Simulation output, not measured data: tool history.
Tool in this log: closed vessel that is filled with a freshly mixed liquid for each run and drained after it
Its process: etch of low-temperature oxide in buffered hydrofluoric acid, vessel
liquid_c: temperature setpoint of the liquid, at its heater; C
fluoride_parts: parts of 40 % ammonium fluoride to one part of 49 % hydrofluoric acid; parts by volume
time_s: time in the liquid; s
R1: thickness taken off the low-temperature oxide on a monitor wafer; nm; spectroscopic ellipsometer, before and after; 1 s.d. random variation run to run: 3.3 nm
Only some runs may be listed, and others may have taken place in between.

run 1 day=0 | liquid_c=23 fluoride_parts=11 time_s=90 | R1=152.24
run 2 day=0.238 | liquid_c=24 fluoride_parts=10 time_s=90 | R1=177.9
run 3 day=0.388 | liquid_c=21.5 fluoride_parts=10 time_s=90 | R1=156.47
run 4 day=0.733 | liquid_c=21.5 fluoride_parts=13 time_s=90 | R1=120.64
run 5 day=0.804 | liquid_c=23 fluoride_parts=12 time_s=90 | R1=139.07
run 6 day=1.175 | liquid_c=24 fluoride_parts=11 time_s=90 | R1=161.31
run 7 day=1.442 | liquid_c=24 fluoride_parts=11 time_s=90 | R1=160.39
-- day=1.688 thermometer replaced
run 8 day=1.688 | liquid_c=25 fluoride_parts=10 time_s=90 | R1=202.94
run 9 day=1.917 | liquid_c=26 fluoride_parts=10 time_s=90 | R1=214.77

Run 10 comes next. What will it give?
run 10 day=2.042 | liquid_c=26.5 fluoride_parts=10 time_s=90 | R1=?

Run 10 measured R1 217.1 nm.

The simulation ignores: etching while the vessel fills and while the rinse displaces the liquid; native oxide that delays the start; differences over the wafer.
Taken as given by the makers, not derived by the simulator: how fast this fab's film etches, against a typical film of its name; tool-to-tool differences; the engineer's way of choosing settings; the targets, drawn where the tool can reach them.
